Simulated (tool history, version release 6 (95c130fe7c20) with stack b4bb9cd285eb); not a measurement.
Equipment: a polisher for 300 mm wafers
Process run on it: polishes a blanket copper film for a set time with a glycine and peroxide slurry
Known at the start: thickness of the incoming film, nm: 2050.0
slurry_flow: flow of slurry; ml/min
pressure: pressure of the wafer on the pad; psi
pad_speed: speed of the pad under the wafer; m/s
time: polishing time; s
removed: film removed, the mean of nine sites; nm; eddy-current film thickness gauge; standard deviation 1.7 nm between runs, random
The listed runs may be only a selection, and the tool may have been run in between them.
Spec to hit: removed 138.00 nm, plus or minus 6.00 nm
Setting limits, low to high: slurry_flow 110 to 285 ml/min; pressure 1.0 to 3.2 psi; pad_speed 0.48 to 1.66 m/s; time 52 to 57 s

run 1 day=0.000 | slurry_flow=180 pressure=2.1 pad_speed=1.06 time=57 | removed=209.77
run 2 day=0.058 | slurry_flow=180 pressure=2.1 pad_speed=1.06 time=52 | removed=197.13
run 3 day=0.238 | slurry_flow=180 pressure=2.1 pad_speed=1.34 time=52 | removed=235.92
run 4 day=0.488 | slurry_flow=180 pressure=2.1 pad_speed=1.34 time=57 | removed=257.56
run 5 day=0.704 | slurry_flow=180 pressure=1.6 pad_speed=1.34 time=57 | removed=224.86
run 6 day=0.733 | slurry_flow=180 pressure=1.5 pad_speed=1.24 time=56 | removed=199.29
run 7 day=0.900 | slurry_flow=180 pressure=1.4 pad_speed=1.16 time=56 | removed=187.65
run 8 day=1.079 | slurry_flow=180 pressure=1.3 pad_speed=1.10 time=56 | removed=172.18
run 9 day=1.317 | slurry_flow=180 pressure=1.2 pad_speed=1.06 time=56 | removed=167.42
run 10 day=1.579 | slurry_flow=180 pressure=1.2 pad_speed=1.02 time=56 | removed=162.00

Which one of the following 5 next-run settings gets every result inside its allowed miss? There is exactly one.
run A day=1.842 | slurry_flow=180 pressure=1.0 pad_speed=1.00 time=52 | removed=?
run B day=1.842 | slurry_flow=195 pressure=1.0 pad_speed=0.86 time=52 | removed=?
run C day=1.842 | slurry_flow=230 pressure=1.0 pad_speed=0.80 time=52 | removed=?
run D day=1.842 | slurry_flow=175 pressure=1.0 pad_speed=0.86 time=52 | removed=?
run E day=1.842 | slurry_flow=185 pressure=1.0 pad_speed=0.82 time=53 | removed=?

move=A removed=138.74
move=B removed=126.80
move=C removed=123.16
move=D removed=125.39
move=E removed=124.76
A: in spec on every target
B: the result that was furthest off in the last run now lies on the other side of its target
C: the result that was furthest off in the last run now lies on the other side of its target
D: the result that was furthest off in the last run now lies on the other side of its target
E: the result that was furthest off in the last run now lies on the other side of its target
The move that meets every target is A.

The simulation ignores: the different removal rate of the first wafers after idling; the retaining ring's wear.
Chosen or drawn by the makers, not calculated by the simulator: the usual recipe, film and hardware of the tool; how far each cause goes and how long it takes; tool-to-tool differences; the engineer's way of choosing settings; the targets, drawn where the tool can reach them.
